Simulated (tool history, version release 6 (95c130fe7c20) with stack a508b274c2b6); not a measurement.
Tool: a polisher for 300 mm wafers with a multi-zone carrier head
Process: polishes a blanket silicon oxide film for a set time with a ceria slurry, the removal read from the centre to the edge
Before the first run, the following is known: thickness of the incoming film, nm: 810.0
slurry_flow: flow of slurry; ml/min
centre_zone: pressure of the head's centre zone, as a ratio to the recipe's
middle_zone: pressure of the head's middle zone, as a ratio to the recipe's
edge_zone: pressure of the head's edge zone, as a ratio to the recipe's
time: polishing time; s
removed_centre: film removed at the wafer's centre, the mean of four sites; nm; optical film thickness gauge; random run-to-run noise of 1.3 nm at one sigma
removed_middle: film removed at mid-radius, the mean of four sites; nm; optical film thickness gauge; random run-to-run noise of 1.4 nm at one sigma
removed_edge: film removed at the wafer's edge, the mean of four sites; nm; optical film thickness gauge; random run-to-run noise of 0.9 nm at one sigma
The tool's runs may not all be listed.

run 1 day=0 | slurry_flow=305 centre_zone=1 middle_zone=1 edge_zone=1 time=35 | removed_centre=164.15 removed_middle=168.25 removed_edge=165.91
run 2 day=0.025 | slurry_flow=345 centre_zone=1 middle_zone=1 edge_zone=1 time=35 | removed_centre=167.15 removed_middle=173.01 removed_edge=169.38
run 3 day=0.346 | slurry_flow=345 centre_zone=1.08 middle_zone=1 edge_zone=1 time=35 | removed_centre=181.56 removed_middle=171.15 removed_edge=166.68
run 4 day=0.629 | slurry_flow=345 centre_zone=1.05 middle_zone=1 edge_zone=1 time=35 | removed_centre=174.43 removed_middle=170.36 removed_edge=165.47
run 5 day=0.812 | slurry_flow=345 centre_zone=1.11 middle_zone=1 edge_zone=1 time=35 | removed_centre=185.03 removed_middle=171.34 removed_edge=168.05
run 6 day=0.896 | slurry_flow=345 centre_zone=1.11 middle_zone=1 edge_zone=1 time=40 | removed_centre=208.99 removed_middle=192.17 removed_edge=192.21
run 7 day=1.154 | slurry_flow=335 centre_zone=1.07 middle_zone=0.98 edge_zone=0.98 time=39 | removed_centre=197.71 removed_middle=187.03 removed_edge=187.18
run 8 day=1.267 | slurry_flow=325 centre_zone=1.04 middle_zone=0.97 edge_zone=0.98 time=37 | removed_centre=181.95 removed_middle=172.1 removed_edge=176.17
run 9 day=1.296 | slurry_flow=320 centre_zone=1.01 middle_zone=0.97 edge_zone=0.97 time=36 | removed_centre=170.48 removed_middle=170.08 removed_edge=168.06
run 10 day=1.517 | slurry_flow=310 centre_zone=0.98 middle_zone=0.95 edge_zone=0.95 time=35 | removed_centre=161.45 removed_middle=162.55 removed_edge=162.05
run 11 day=1.575 | slurry_flow=310 centre_zone=0.98 middle_zone=0.95 edge_zone=0.95 time=35 | removed_centre=162.56 removed_middle=163.36 removed_edge=163.22
run 12 day=1.75 | slurry_flow=300 centre_zone=0.96 middle_zone=0.94 edge_zone=0.94 time=34 | removed_centre=152.1 removed_middle=154.5 removed_edge=157.94
run 13 day=1.896 | slurry_flow=295 centre_zone=0.95 middle_zone=0.94 edge_zone=0.93 time=34 | removed_centre=151.19 removed_middle=158.64 removed_edge=156
run 14 day=2.079 | slurry_flow=290 centre_zone=0.94 middle_zone=0.93 edge_zone=0.92 time=34 | removed_centre=148.92 removed_middle=154.07 removed_edge=155.1

Estimate the outcome of run 15 from the log above:
run 15 day=2.258 | slurry_flow=285 centre_zone=0.93 middle_zone=0.92 edge_zone=0.91 time=34 | removed_centre=? removed_middle=? removed_edge=?

Run 15 gave removed_centre 145.91 nm, removed_middle 153.76 nm, removed_edge 156.79 nm.
